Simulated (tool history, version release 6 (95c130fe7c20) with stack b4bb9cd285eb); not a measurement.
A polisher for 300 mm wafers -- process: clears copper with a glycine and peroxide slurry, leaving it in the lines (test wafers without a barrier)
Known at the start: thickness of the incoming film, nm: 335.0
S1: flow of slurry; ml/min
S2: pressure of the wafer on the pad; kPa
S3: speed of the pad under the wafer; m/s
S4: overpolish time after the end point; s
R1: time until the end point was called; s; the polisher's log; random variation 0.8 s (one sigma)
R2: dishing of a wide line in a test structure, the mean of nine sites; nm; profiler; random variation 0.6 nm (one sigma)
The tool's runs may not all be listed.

| run | day | S1 | S2 | S3 | S4 | R1 | R2 |
|---|---|---|---|---|---|---|---|
| 1 | 0 | 230 | 17.9 | 0.92 | 22 | 76.132 | 68.158 |
| 2 | 0.15 | 230 | 17.2 | 0.94 | 19 | 76.787 | 62.185 |
| 3 | 0.517 | 265 | 17.2 | 0.94 | 19 | 76.057 | 62.993 |
| 4 | 0.75 | 240 | 16.5 | 0.94 | 17 | 78.846 | 54.247 |
| 5 | 1.092 | 240 | 19.3 | 0.94 | 17 | 70.957 | 59.302 |
| 6 | 1.171 | 220 | 18.6 | 0.94 | 15 | 71.861 | 54.523 |
| 7 | 1.429 | 205 | 17.9 | 0.94 | 13 | 74.638 | 45.916 |
| 8 | 1.6 | 200 | 17.2 | 0.94 | 12 | 77.694 | 39.731 |
| 9 | 1.867 | 195 | 16.5 | 0.94 | 12 | 82.259 | 38.069 |
| 10 | 2.112 | 190 | 16.5 | 0.94 | 12 | 81.103 | 39.838 |

Run 11, settings as shown, results not yet in. Your forecast:
| 11 | 2.271 | 190 | 16.5 | 0.94 | 11 | ? | ? |

R1: 80.942 s
R2: 36.148 nm
